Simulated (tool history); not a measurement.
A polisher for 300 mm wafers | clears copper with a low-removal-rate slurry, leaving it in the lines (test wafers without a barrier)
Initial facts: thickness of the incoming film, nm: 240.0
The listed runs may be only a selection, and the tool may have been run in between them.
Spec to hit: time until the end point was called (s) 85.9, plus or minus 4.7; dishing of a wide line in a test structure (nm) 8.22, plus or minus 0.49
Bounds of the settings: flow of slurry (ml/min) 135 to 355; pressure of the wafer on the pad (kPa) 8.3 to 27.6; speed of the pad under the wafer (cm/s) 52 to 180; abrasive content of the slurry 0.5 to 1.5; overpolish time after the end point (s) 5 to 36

run,hour,flow of slurry (ml/min),pressure of the wafer on the pad (kPa),speed of the pad under the wafer (cm/s),abrasive content of the slurry,overpolish time after the end point (s),time until the end point was called (s),dishing of a wide line in a test structure (nm)
1,0,225,17.9,116,1,18,60.579,20.092
2,2,225,17.9,116,0.8,18,65.341,19.293
3,6.7,230,16.5,120,0.75,16,68.64,18.542
4,8.7,230,20,120,0.75,16,58.629,19.36
5,10,215,17.9,124,0.7,14,64.998,17.88
6,17.8,200,16.5,130,0.65,13,68.707,17.114
7,26,190,15.2,134,0.65,12,74.006,15.753
8,27.9,180,13.8,142,0.65,11,78.409,14.752
9,28.5,175,13.1,148,0.65,10,78.747,14.046
10,35.4,175,13.1,148,0.65,10,78.518,13.584
11,38.4,170,12.4,152,0.7,9,78.82,13.053
12,43.7,165,11.7,152,0.85,8,75.291,12.312
13,48.1,135,8.3,120,1.1,5,122.74,6.055
14,56.7,200,13.1,122,1.1,5,76.749,8.8526
15,62,195,13.1,122,1.1,5,75.31,9.1432
16,70.1,190,13.1,122,1.1,5,76.42,8.7353
17,78.5,185,13.1,122,1.1,5,76.595,8.8815
18,84.8,180,13.1,122,1.1,5,77.54,8.784
19,92.8,175,13.1,122,1.1,5,77.905,9.082

Exactly one of the 5 candidate moves below puts every result within its allowed miss. Which one?
A,100.8,195,12.4,132,1.1,5,?,?
B,100.8,185,13.1,132,1.15,5,?,?
C,100.8,165,13.8,120,1.05,5,?,?
D,100.8,195,11.7,144,1.25,5,?,?
E,100.8,165,13.1,106,1.15,5,?,?

move,time until the end point was called (s),dishing of a wide line in a test structure (nm)
A,75.83,9.0392
B,71.284,9.4762
C,76.667,8.9918
D,71.181,9.4535
E,87.354,8.1287
A: lands further from the targets than the last run did
B: lands further from the targets than the last run did
C: lands further from the targets than the last run did
D: lands further from the targets than the last run did
E: in spec on every target
Answer: E
